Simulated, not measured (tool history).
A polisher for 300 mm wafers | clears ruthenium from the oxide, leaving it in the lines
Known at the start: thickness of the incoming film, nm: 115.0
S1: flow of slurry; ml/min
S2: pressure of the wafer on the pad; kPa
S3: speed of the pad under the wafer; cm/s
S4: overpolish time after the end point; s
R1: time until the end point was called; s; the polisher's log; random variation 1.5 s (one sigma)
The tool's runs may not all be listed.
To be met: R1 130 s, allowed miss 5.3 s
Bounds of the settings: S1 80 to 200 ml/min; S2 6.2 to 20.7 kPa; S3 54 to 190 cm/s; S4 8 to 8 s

Run 1, day 0: S1 130 ml/min, S2 13.1 kPa, S3 122 cm/s, S4 8 s. Result: R1 85.879 s.
Run 2, day 0.233: S1 130 ml/min, S2 12.4 kPa, S3 122 cm/s, S4 8 s. Result: R1 90.83 s.
Run 3, day 0.446: S1 130 ml/min, S2 14.5 kPa, S3 122 cm/s, S4 8 s. Result: R1 78.521 s.
Run 4, day 0.55: S1 130 ml/min, S2 14.5 kPa, S3 110 cm/s, S4 8 s. Result: R1 87.103 s.
Run 5, day 0.779: S1 130 ml/min, S2 14.5 kPa, S3 122 cm/s, S4 8 s. Result: R1 79.073 s.
Run 6, day 0.921: S1 130 ml/min, S2 16.5 kPa, S3 122 cm/s, S4 8 s. Result: R1 69.555 s.
Run 7, day 1.204: S1 130 ml/min, S2 14.5 kPa, S3 120 cm/s, S4 8 s. Result: R1 79.243 s.
Run 8, day 1.462: S1 130 ml/min, S2 13.1 kPa, S3 120 cm/s, S4 8 s. Result: R1 88.6 s.
Run 9, day 1.542: S1 130 ml/min, S2 11.7 kPa, S3 120 cm/s, S4 8 s. Result: R1 99.552 s.
Run 10, day 1.771: S1 130 ml/min, S2 11.7 kPa, S3 120 cm/s, S4 8 s. Result: R1 97.261 s.
Run 11, day 2.021: S1 130 ml/min, S2 11 kPa, S3 120 cm/s, S4 8 s. Result: R1 102.5 s.
Run 12, day 2.333: S1 130 ml/min, S2 10.3 kPa, S3 120 cm/s, S4 8 s. Result: R1 111.2 s.
Run 13, day 2.4: S1 130 ml/min, S2 9.7 kPa, S3 120 cm/s, S4 8 s. Result: R1 119.42 s.
Run 14, day 2.754: S1 130 ml/min, S2 9.7 kPa, S3 120 cm/s, S4 8 s. Result: R1 119.32 s.
Run 15, day 2.996: S1 130 ml/min, S2 9.7 kPa, S3 120 cm/s, S4 8 s. Result: R1 116.83 s.
Run 16, day 3.104: S1 115 ml/min, S2 8.3 kPa, S3 120 cm/s, S4 8 s. Result: R1 140.54 s.
Run 17, day 3.321: S1 120 ml/min, S2 8.3 kPa, S3 120 cm/s, S4 8 s. Result: R1 142.73 s.
Run 18, day 3.388: S1 125 ml/min, S2 8.3 kPa, S3 120 cm/s, S4 8 s. Result: R1 139.35 s.
Run 19, day 3.529: S1 125 ml/min, S2 8.3 kPa, S3 120 cm/s, S4 8 s. Result: R1 138.2 s.
Run 20, day 3.617: S1 130 ml/min, S2 8.3 kPa, S3 120 cm/s, S4 8 s. Result: R1 136.62 s.

5 next moves are on the table. One of them brings every result within its allowed miss. Which?
Run A, day 3.704: S1 115 ml/min, S2 12.4 kPa, S3 74 cm/s, S4 8 s. Result: R1 ?.
Run B, day 3.704: S1 130 ml/min, S2 7.6 kPa, S3 126 cm/s, S4 8 s. Result: R1 ?.
Run C, day 3.704: S1 135 ml/min, S2 8.3 kPa, S3 118 cm/s, S4 8 s. Result: R1 ?.
Run D, day 3.704: S1 90 ml/min, S2 9.7 kPa, S3 100 cm/s, S4 8 s. Result: R1 ?.
Run E, day 3.704: S1 115 ml/min, S2 10.3 kPa, S3 104 cm/s, S4 8 s. Result: R1 ?.

move      R1
   A  152.07
   B  143.03
   C  139.42
   D   152.5
   E  130.86
A: further off than the last run
B: further off than the last run
C: further off than the last run
D: further off than the last run
E: meets every target
The right move is E.
